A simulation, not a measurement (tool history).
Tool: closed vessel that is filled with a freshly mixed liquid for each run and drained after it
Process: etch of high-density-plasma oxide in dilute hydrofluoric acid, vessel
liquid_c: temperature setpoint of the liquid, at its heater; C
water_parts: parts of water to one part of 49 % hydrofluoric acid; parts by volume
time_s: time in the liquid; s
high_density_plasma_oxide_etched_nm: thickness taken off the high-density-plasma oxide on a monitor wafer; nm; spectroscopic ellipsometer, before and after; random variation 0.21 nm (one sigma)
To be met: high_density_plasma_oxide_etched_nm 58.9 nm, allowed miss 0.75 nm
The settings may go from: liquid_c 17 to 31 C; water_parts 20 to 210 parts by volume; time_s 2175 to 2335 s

| run | hour | liquid_c | water_parts | time_s | high_density_plasma_oxide_etched_nm |
|---|---|---|---|---|---|
| 1 | 0 | 23 | 115 | 2175 | 84.008 |
| 2 | 1.9 | 25 | 115 | 2175 | 91.026 |
| 3 | 5.7 | 25 | 115 | 2335 | 97.183 |
| 4 | 9.6 | 28.5 | 115 | 2335 | 112.01 |
| 5 | 18.3 | 27 | 120 | 2335 | 100.19 |
| 6 | 20.3 | 27 | 120 | 2175 | 93.591 |
| 7 | 27.2 | 26 | 120 | 2175 | 90.315 |
| 8 | 33.5 | 25 | 120 | 2175 | 86.797 |
| 9 | 34.7 | 24 | 120 | 2175 | 84.032 |
| 10 | 40 | 23 | 120 | 2175 | 79.67 |
| 11 | 45.9 | 22.5 | 120 | 2175 | 78.294 |
| 12 | 50.3 | 18.5 | 130 | 2175 | 60.69 |
| 13 | 55.7 | 18.5 | 130 | 2175 | 60.73 |
|  | 61.7 | thermometer replaced |
| 14 | 61.7 | 18 | 130 | 2175 | 64.336 |
| 15 | 67.1 | 17.5 | 135 | 2175 | 60.27 |

5 next moves are on the table. One of them brings every result within its allowed miss. Which?
| A | 72.5 | 17 | 140 | 2260 | ? |
| B | 72.5 | 17 | 145 | 2290 | ? |
| C | 72.5 | 23 | 170 | 2335 | ? |
| D | 72.5 | 17 | 145 | 2280 | ? |
| E | 72.5 | 19.5 | 145 | 2225 | ? |

| move | high_density_plasma_oxide_etched_nm |
|---|---|
| A | 58.764 |
| B | 57.21 |
| C | 61.497 |
| D | 56.96 |
| E | 61.526 |
A: meets every target
B: takes the result that was furthest off past its target
C: further off than the last run
D: takes the result that was furthest off past its target
E: further off than the last run
Answer: A
